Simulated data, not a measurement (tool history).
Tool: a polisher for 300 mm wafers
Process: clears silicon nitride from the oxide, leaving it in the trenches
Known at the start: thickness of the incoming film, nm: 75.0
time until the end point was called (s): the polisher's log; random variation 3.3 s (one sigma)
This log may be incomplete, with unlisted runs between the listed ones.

| run | hour | flow of slurry (ml/min) | pressure of the wafer on the pad (kPa) | speed of the pad under the wafer (m/s) | overpolish time after the end point (s) | time until the end point was called (s) |
|---|---|---|---|---|---|---|
| 1 | 0.0 | 185 | 11.7 | 0.82 | 7 | 146.65 |
| 2 | 1.7 | 185 | 11.7 | 0.96 | 7 | 129.73 |
| 3 | 7.9 | 185 | 10.3 | 0.94 | 7 | 151.69 |
| 4 | 13.3 | 185 | 10.3 | 0.78 | 7 | 165.79 |
| 5 | 17.3 | 185 | 11.7 | 0.78 | 7 | 146.19 |
| 6 | 23.4 | 185 | 11.7 | 0.94 | 7 | 130.37 |
| 7 | 30.6 | 185 | 10.3 | 0.94 | 7 | 150.09 |
| 8 | 38.5 | 185 | 10.3 | 0.94 | 7 | 144.68 |
| 9 | 45.1 | 185 | 10.3 | 0.94 | 7 | 149.05 |
| 10 | 47.5 | 185 | 9.0 | 0.94 | 7 | 169.12 |
| 11 | 53.7 | 185 | 8.3 | 0.94 | 7 | 180.75 |
| 12 | 60.2 | 185 | 7.6 | 0.94 | 7 | 196.95 |

Expected results for the next run?
| 13 | 66.4 | 185 | 6.9 | 0.94 | 7 | ? |

{"run 13": {"time until the end point was called (s)": 219.23}}
